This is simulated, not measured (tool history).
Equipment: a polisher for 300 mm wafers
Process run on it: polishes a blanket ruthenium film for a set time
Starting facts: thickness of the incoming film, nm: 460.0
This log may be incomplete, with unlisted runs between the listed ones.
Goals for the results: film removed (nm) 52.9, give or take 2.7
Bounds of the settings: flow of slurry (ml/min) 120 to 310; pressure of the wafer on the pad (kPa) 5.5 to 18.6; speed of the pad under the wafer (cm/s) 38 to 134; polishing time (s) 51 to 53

| run | day | flow of slurry (ml/min) | pressure of the wafer on the pad (kPa) | speed of the pad under the wafer (cm/s) | polishing time (s) | film removed (nm) |
|---|---|---|---|---|---|---|
| 1 | 0 | 200 | 11.7 | 86 | 51 | 35.19 |
| 2 | 0.225 | 200 | 13.1 | 86 | 51 | 39.649 |
| 3 | 0.283 | 165 | 13.1 | 86 | 51 | 39.067 |
| 4 | 0.388 | 165 | 13.8 | 86 | 51 | 41.259 |
| 5 | 0.725 | 165 | 14.5 | 86 | 51 | 42.531 |
| 6 | 0.838 | 165 | 15.2 | 86 | 51 | 44.513 |
| 7 | 1.125 | 165 | 15.2 | 86 | 51 | 44.233 |
| 8 | 1.362 | 165 | 15.9 | 86 | 51 | 47.42 |

Which of these 4 next moves meets every target?
| A | 1.6 | 190 | 15.2 | 74 | 53 | ? |
| B | 1.6 | 155 | 13.1 | 98 | 51 | ? |
| C | 1.6 | 175 | 17.2 | 84 | 53 | ? |
| D | 1.6 | 195 | 17.2 | 74 | 53 | ? |

| move | film removed (nm) |
|---|---|
| A | 41.325 |
| B | 43.681 |
| C | 52.129 |
| D | 46.946 |
A: the biggest miss grows against the last run
B: the biggest miss grows against the last run
C: hits every target within its allowed miss
D: the biggest miss grows against the last run
So the answer is move C, the one that meets all the targets.
